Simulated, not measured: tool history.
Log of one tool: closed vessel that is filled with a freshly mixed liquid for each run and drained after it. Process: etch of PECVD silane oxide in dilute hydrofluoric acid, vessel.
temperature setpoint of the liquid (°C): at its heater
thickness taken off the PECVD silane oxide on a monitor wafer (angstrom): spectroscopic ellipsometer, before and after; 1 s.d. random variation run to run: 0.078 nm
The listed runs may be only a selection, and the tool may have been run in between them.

| run | day | temperature setpoint of the liquid (°C) | parts of water to one part of 49 % hydrofluoric acid (parts by volume) | time in the liquid (s) | thickness taken off the PECVD silane oxide on a monitor wafer (angstrom) |
|---|---|---|---|---|---|
| 1 | 0 | 25 | 230 | 140 | 111.18 |
| 2 | 0.267 | 24 | 230 | 140 | 108.85 |
| 3 | 0.5 | 21 | 230 | 140 | 96.106 |
| 4 | 0.779 | 20.5 | 230 | 140 | 95.693 |
| 5 | 1.121 | 20 | 230 | 140 | 92.783 |
| 6 | 1.479 | 20 | 230 | 100 | 66.744 |
| 7 | 1.55 | 21 | 230 | 100 | 70.192 |
| 8 | 1.812 | 22 | 230 | 100 | 72.656 |
| 9 | 1.975 | 23 | 230 | 100 | 74.508 |
| 10 | 2.067 | 24 | 230 | 100 | 78.039 |

The next listed run, before its measurement:
| 11 | 2.362 | 24.5 | 230 | 100 | ? |

{"run 11": {"thickness taken off the PECVD silane oxide on a monitor wafer (angstrom)": 79.396}}
